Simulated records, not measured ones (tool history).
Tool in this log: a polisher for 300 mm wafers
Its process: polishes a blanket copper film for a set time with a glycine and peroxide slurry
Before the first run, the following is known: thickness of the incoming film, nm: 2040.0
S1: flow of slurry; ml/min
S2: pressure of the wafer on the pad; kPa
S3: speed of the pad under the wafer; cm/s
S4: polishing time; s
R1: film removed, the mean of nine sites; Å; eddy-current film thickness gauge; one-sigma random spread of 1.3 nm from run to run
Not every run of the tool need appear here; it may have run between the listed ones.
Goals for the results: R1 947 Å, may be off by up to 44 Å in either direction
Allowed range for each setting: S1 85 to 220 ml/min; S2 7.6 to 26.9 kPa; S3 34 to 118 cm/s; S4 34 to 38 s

run  hour   S1    S2  S3  S4      R1
  1     0  140  17.2  76  38  1217.4
  2   1.4  140    20  76  38  1348.9
  3   3.1  140  17.9  74  38  1228.3
  4  10.6  140  17.9  74  34  1116.7
  5  12.4  140  17.2  74  34  1095.3
  6    13  140  16.5  74  34  1067.9
  7  20.5  130  13.8  72  34  889.68
  8  27.4  135  13.8  72  34  880.93

Below are 5 possible settings for the next run. Only one of them brings all results inside the allowed miss of their targets. Which is it?
  A  34.3  145  13.8  76  38   ?
  B  34.3  120  16.5  66  38   ?
  C  34.3  110  15.9  70  34   ?
  D  34.3  115  13.8  66  34   ?
  E  34.3  215  13.1  76  37   ?

move      R1
   A  1077.1
   B  1101.3
   C  964.32
   D  859.53
   E  1074.3
A: carries the result that was furthest off beyond its target, to the other side
B: carries the result that was furthest off beyond its target, to the other side
C: every result lands within tolerance
D: misses by more than the last run did
E: carries the result that was furthest off beyond its target, to the other side
Answer: C
